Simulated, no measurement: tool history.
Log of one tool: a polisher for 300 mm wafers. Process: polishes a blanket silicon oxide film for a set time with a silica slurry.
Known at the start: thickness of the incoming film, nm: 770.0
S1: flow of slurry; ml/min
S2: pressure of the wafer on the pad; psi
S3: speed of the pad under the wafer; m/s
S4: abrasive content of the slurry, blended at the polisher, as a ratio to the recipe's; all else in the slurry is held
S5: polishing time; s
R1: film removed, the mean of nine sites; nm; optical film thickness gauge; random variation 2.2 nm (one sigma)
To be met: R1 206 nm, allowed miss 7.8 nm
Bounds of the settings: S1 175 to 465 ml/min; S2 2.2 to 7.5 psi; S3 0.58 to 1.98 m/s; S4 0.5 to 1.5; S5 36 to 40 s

run,hour,S1,S2,S3,S4,S5,R1
1,0,295,4.8,1.28,1,40,108.64
2,1.3,295,4.8,1.28,1,40,111.16
3,4.8,295,4.8,1.28,0.85,40,98.522
4,13.2,295,5.6,1.28,0.85,40,111.01
5,16,295,5.8,1.34,0.85,40,115.79
6,21.6,295,6,1.42,0.85,40,125.08
7,24.5,295,6.2,1.48,0.85,40,130.76
8,32.1,295,6.4,1.54,0.85,40,132.38
9,40.8,300,6.5,1.6,0.9,40,145.42
10,45.8,305,7.5,1.82,0.9,40,179.08
11,52.3,305,7.5,1.84,0.9,40,182.32

Which of these 5 next moves meets every target?
A,58.8,345,7.3,1.86,1.05,38,?
B,58.8,310,7.3,1.76,1,38,?
C,58.8,305,7.3,1.96,0.95,39,?
D,58.8,300,7.5,1.96,1,40,?
E,58.8,390,7,1.94,1.1,37,?

move,R1
A,188.73
B,174.23
C,188.89
D,204.69
E,188.64
A: nearer than the last run, and not there yet
B: further off than the last run
C: nearer than the last run, and not there yet
D: meets every target
E: nearer than the last run, and not there yet
The right move is D.
